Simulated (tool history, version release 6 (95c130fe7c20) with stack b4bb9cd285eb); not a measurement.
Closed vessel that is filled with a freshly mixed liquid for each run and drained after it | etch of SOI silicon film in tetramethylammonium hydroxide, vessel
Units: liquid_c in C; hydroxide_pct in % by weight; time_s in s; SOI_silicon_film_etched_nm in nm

run,hour,liquid_c,hydroxide_pct,time_s,SOI_silicon_film_etched_nm
1,0,64,10.5,30,141.29
2,7.2,60.5,10.5,30,114.62
3,15.1,60.5,12.5,30,106.05
4,20.4,60.5,14,30,100.93
5,24.8,65.5,14,30,136.9
6,30.9,62.5,14,30,113.25
7,34.3,60,14,30,97.99
8,38.4,58.5,14,30,88.752

Run 9 has not been measured yet. What should we expect?
9,47.5,57.5,14,30,?

{"run 9": {"SOI_silicon_film_etched_nm": 82.776}}
